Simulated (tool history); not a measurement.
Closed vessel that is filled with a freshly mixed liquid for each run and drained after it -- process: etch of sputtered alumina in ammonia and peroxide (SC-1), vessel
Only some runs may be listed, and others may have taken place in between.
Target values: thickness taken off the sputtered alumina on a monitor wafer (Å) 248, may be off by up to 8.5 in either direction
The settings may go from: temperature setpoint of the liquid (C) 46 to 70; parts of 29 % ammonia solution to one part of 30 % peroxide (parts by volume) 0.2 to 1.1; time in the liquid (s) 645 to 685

| run | day | temperature setpoint of the liquid (C) | parts of 29 % ammonia solution to one part of 30 % peroxide (parts by volume) | time in the liquid (s) | thickness taken off the sputtered alumina on a monitor wafer (Å) |
|---|---|---|---|---|---|
| 1 | 0 | 62 | 0.6 | 645 | 483.93 |
| 2 | 0.229 | 62 | 0.6 | 645 | 486.45 |
| 3 | 0.304 | 56 | 0.6 | 645 | 356.71 |
| 4 | 0.633 | 61 | 0.6 | 645 | 465 |
| 5 | 0.779 | 61 | 0.7 | 645 | 472.75 |
| 6 | 0.975 | 61 | 0.55 | 645 | 458.78 |
| 7 | 1.308 | 53 | 0.5 | 645 | 299.27 |
| 8 | 1.533 | 48.5 | 0.5 | 645 | 239.33 |

Which of these 5 next moves meets every target?
| A | 1.758 | 50 | 0.5 | 685 | ? |
| B | 1.758 | 49 | 0.5 | 665 | ? |
| C | 1.758 | 50 | 0.45 | 685 | ? |
| D | 1.758 | 50 | 0.55 | 685 | ? |
| E | 1.758 | 50.5 | 0.6 | 645 | ? |

| move | thickness taken off the sputtered alumina on a monitor wafer (Å) |
|---|---|
| A | 270.72 |
| B | 248.7 |
| C | 268.02 |
| D | 273.18 |
| E | 266.58 |
A: moves the result that the last run missed by most past its target, out the other side
B: hits every target within its allowed miss
C: moves the result that the last run missed by most past its target, out the other side
D: moves the result that the last run missed by most past its target, out the other side
E: moves the result that the last run missed by most past its target, out the other side
So the answer is move B, the one that meets all the targets.
